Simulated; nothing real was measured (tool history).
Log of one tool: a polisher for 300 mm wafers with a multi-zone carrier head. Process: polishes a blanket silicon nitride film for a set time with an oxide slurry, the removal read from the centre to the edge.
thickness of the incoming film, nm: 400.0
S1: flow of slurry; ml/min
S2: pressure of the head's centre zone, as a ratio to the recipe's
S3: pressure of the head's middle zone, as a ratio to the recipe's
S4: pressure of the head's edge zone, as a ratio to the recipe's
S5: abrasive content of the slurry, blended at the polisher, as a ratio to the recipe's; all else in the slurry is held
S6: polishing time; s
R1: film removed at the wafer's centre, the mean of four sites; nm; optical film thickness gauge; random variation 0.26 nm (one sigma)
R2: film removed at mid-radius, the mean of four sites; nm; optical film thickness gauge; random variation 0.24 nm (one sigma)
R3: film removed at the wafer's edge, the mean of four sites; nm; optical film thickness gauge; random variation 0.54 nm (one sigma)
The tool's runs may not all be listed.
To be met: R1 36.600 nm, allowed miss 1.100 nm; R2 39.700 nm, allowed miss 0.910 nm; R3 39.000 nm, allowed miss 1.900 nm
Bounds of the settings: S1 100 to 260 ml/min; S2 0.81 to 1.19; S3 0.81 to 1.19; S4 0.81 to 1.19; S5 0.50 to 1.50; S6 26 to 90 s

Run 1, hour 0.0: S1 165 ml/min, S2 1.00, S3 1.00, S4 1.00, S5 1.00, S6 58 s. Result: R1 52.968 nm, R2 52.839 nm, R3 51.690 nm.
Run 2, hour 2.1: S1 160 ml/min, S2 0.98, S3 0.99, S4 0.98, S5 0.95, S6 58 s. Result: R1 50.329 nm, R2 50.051 nm, R3 49.854 nm.
Run 3, hour 5.2: S1 155 ml/min, S2 0.96, S3 0.99, S4 0.96, S5 0.90, S6 58 s. Result: R1 47.015 nm, R2 48.347 nm, R3 45.444 nm.
Run 4, hour 7.9: S1 155 ml/min, S2 0.96, S3 0.99, S4 0.93, S5 0.90, S6 58 s. Result: R1 47.549 nm, R2 47.718 nm, R3 46.444 nm.
Run 5, hour 16.6: S1 155 ml/min, S2 0.96, S3 0.99, S4 0.93, S5 0.75, S6 58 s. Result: R1 39.257 nm, R2 40.811 nm, R3 38.944 nm.
Run 6, hour 21.6: S1 155 ml/min, S2 0.96, S3 1.07, S4 0.93, S5 0.75, S6 58 s. Result: R1 39.948 nm, R2 43.203 nm, R3 39.643 nm.
Run 7, hour 24.4: S1 150 ml/min, S2 0.95, S3 1.06, S4 0.94, S5 0.75, S6 58 s. Result: R1 39.736 nm, R2 43.303 nm, R3 40.491 nm.
Run 8, hour 25.2: S1 115 ml/min, S2 0.91, S3 0.99, S4 0.90, S5 0.70, S6 58 s. Result: R1 34.084 nm, R2 36.789 nm, R3 36.386 nm.
Run 9, hour 27.5: S1 120 ml/min, S2 0.91, S3 0.99, S4 0.91, S5 0.70, S6 58 s. Result: R1 33.884 nm, R2 36.724 nm, R3 35.341 nm.
Run 10, hour 29.0: S1 125 ml/min, S2 0.91, S3 0.99, S4 0.93, S5 0.70, S6 58 s. Result: R1 34.201 nm, R2 36.680 nm, R3 35.610 nm.
Run 11, hour 31.8: S1 125 ml/min, S2 0.91, S3 1.00, S4 0.94, S5 0.70, S6 58 s. Result: R1 34.538 nm, R2 37.428 nm, R3 36.423 nm.
Run 12, hour 33.7: S1 130 ml/min, S2 0.91, S3 1.00, S4 0.95, S5 0.70, S6 58 s. Result: R1 34.417 nm, R2 37.215 nm, R3 36.780 nm.
Run 13, hour 38.0: S1 135 ml/min, S2 0.91, S3 1.00, S4 0.96, S5 0.70, S6 58 s. Result: R1 34.265 nm, R2 37.986 nm, R3 36.965 nm.
Run 14, hour 39.2: S1 140 ml/min, S2 0.91, S3 1.00, S4 0.97, S5 0.70, S6 58 s. Result: R1 34.610 nm, R2 37.782 nm, R3 36.999 nm.
Run 15, hour 40.4: S1 145 ml/min, S2 0.91, S3 1.00, S4 0.98, S5 0.70, S6 58 s. Result: R1 34.877 nm, R2 37.967 nm, R3 37.611 nm.
Run 16, hour 41.7: S1 150 ml/min, S2 0.91, S3 1.00, S4 0.98, S5 0.70, S6 58 s. Result: R1 34.739 nm, R2 37.872 nm, R3 36.996 nm.
Run 17, hour 49.1: S1 150 ml/min, S2 0.91, S3 1.00, S4 0.98, S5 0.70, S6 58 s. Result: R1 35.217 nm, R2 38.080 nm, R3 36.397 nm.
Run 18, hour 50.2: S1 150 ml/min, S2 0.92, S3 1.01, S4 0.99, S5 0.70, S6 58 s. Result: R1 35.464 nm, R2 38.366 nm, R3 37.081 nm.
Run 19, hour 55.0: S1 150 ml/min, S2 0.92, S3 1.01, S4 1.00, S5 0.70, S6 58 s. Result: R1 35.756 nm, R2 38.661 nm, R3 37.193 nm.
Run 20, hour 56.1: S1 150 ml/min, S2 0.92, S3 1.01, S4 1.01, S5 0.70, S6 58 s. Result: R1 35.495 nm, R2 38.641 nm, R3 37.592 nm.
Run 21, hour 57.9: S1 150 ml/min, S2 0.92, S3 1.01, S4 1.01, S5 0.70, S6 58 s. Result: R1 35.414 nm, R2 38.389 nm, R3 38.686 nm.
Run 22, hour 60.3: S1 155 ml/min, S2 0.92, S3 1.01, S4 1.01, S5 0.70, S6 58 s. Result: R1 35.764 nm, R2 37.853 nm, R3 37.727 nm.
Run 23, hour 67.8: S1 155 ml/min, S2 0.92, S3 1.02, S4 1.01, S5 0.70, S6 58 s. Result: R1 35.702 nm, R2 38.558 nm, R3 38.591 nm.

Which of these 5 next moves meets every target?
Run A, hour 75.3: S1 205 ml/min, S2 0.93, S3 0.94, S4 1.04, S5 0.65, S6 63 s. Result: R1 ?, R2 ?, R3 ?.
Run B, hour 75.3: S1 145 ml/min, S2 0.93, S3 1.02, S4 1.02, S5 0.65, S6 65 s. Result: R1 ?, R2 ?, R3 ?.
Run C, hour 75.3: S1 165 ml/min, S2 0.94, S3 0.99, S4 1.03, S5 0.65, S6 62 s. Result: R1 ?, R2 ?, R3 ?.
Run D, hour 75.3: S1 115 ml/min, S2 0.92, S3 0.95, S4 1.09, S5 0.75, S6 57 s. Result: R1 ?, R2 ?, R3 ?.
Run E, hour 75.3: S1 105 ml/min, S2 0.94, S3 1.01, S4 1.15, S5 0.65, S6 65 s. Result: R1 ?, R2 ?, R3 ?.

move      R1      R2      R3
   A  37.275  37.328  38.225
   B  36.968  39.443  38.036
   C  36.186  37.308  36.824
   D  36.792  37.827  40.013
   E  35.935  37.827  39.426
A: further off than the last run
B: meets every target
C: further off than the last run
D: further off than the last run
E: further off than the last run
The right move is B.

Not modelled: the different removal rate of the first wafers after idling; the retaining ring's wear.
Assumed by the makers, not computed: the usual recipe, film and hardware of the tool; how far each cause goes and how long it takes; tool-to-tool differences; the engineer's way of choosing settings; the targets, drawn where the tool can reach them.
